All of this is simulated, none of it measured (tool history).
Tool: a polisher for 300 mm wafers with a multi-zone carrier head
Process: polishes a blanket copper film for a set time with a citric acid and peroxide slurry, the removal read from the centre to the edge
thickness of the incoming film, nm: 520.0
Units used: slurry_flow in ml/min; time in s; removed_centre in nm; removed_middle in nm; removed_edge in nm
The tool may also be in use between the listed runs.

| run | hour | slurry_flow | centre_zone | middle_zone | edge_zone | slurry_solids | time | removed_centre | removed_middle | removed_edge |
|---|---|---|---|---|---|---|---|---|---|---|
| 1 | 0 | 230 | 1 | 1 | 1 | 1 | 70 | 110.93 | 120.68 | 119.38 |
| 2 | 2.8 | 230 | 0.99 | 1.03 | 0.95 | 0.85 | 66 | 100.85 | 113.47 | 105.46 |
| 3 | 5 | 230 | 0.99 | 1 | 0.95 | 0.85 | 66 | 99.537 | 106.34 | 106.16 |
| 4 | 7 | 230 | 0.99 | 1 | 0.95 | 1 | 66 | 103.4 | 112.12 | 110.98 |
| 5 | 10 | 230 | 0.98 | 1.03 | 0.93 | 0.85 | 64 | 96.972 | 109.46 | 102.26 |
|  | 17.2 | centre zone pressure recalibrated |
| 6 | 17.2 | 265 | 0.98 | 1.03 | 0.93 | 0.85 | 64 | 104.94 | 110.56 | 101.56 |

Forecast run 7:
| 7 | 23.5 | 250 | 0.97 | 1.05 | 0.91 | 0.75 | 62 | ? | ? | ? |

Run 7 gave removed_centre 94.818 nm, removed_middle 105.72 nm, removed_edge 97.306 nm.
